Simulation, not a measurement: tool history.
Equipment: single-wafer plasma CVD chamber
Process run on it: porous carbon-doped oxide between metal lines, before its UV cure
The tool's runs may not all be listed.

run,hour,heater temperature setpoint (K),RF power (kW),deposition time (s),mean film thickness on the monitor wafer (Å)
1,0.0,573.15,0.385,31.0,1436.3
2,3.3,573.15,0.360,31.0,1401.5
3,4.9,573.15,0.320,31.0,1318.5
4,11.0,573.15,0.320,29.4,1239.5
5,12.1,579.15,0.320,29.4,1199.8
6,13.1,572.15,0.355,29.9,1343.4

Expected results for the next run?
7,19.5,567.15,0.380,30.2,?

mean film thickness on the monitor wafer (Å): 1442.8
